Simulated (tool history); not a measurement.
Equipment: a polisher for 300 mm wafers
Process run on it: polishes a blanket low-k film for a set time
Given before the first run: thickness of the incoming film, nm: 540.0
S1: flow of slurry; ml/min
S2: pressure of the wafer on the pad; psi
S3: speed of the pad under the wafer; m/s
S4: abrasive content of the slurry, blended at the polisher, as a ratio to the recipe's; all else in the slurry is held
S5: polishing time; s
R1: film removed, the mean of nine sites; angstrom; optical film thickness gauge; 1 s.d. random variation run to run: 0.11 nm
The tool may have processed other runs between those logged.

Run 1, hour 0: S1 195 ml/min, S2 2.3 psi, S3 0.92 m/s, S4 1, S5 30 s. Result: R1 147.01 angstrom.
Run 2, hour 3.8: S1 195 ml/min, S2 1.9 psi, S3 0.92 m/s, S4 1, S5 30 s. Result: R1 122.73 angstrom.
Run 3, hour 9.9: S1 200 ml/min, S2 1.9 psi, S3 0.92 m/s, S4 1, S5 30 s. Result: R1 124.53 angstrom.
Run 4, hour 11.8: S1 235 ml/min, S2 1.9 psi, S3 0.92 m/s, S4 1, S5 30 s. Result: R1 127.15 angstrom.
Run 5, hour 17.7: S1 235 ml/min, S2 1.9 psi, S3 0.92 m/s, S4 1, S5 27 s. Result: R1 114.1 angstrom.
Run 6, hour 25.3: S1 235 ml/min, S2 2.1 psi, S3 0.92 m/s, S4 1, S5 27 s. Result: R1 126.18 angstrom.
At hour 32.4: worn pad replaced by a new one.
Run 7, hour 32.4: S1 235 ml/min, S2 2.2 psi, S3 0.92 m/s, S4 1, S5 27 s. Result: R1 140.61 angstrom.
Run 8, hour 34.3: S1 235 ml/min, S2 2.2 psi, S3 0.92 m/s, S4 1, S5 27 s. Result: R1 141.79 angstrom.
Run 9, hour 39.1: S1 230 ml/min, S2 2.2 psi, S3 0.92 m/s, S4 1, S5 27 s. Result: R1 141.27 angstrom.

Run 10 comes next. What will it give?
Run 10, hour 46.2: S1 225 ml/min, S2 2.2 psi, S3 0.92 m/s, S4 1, S5 27 s. Result: R1 ?.

{"run 10": {"R1": 139.97}}

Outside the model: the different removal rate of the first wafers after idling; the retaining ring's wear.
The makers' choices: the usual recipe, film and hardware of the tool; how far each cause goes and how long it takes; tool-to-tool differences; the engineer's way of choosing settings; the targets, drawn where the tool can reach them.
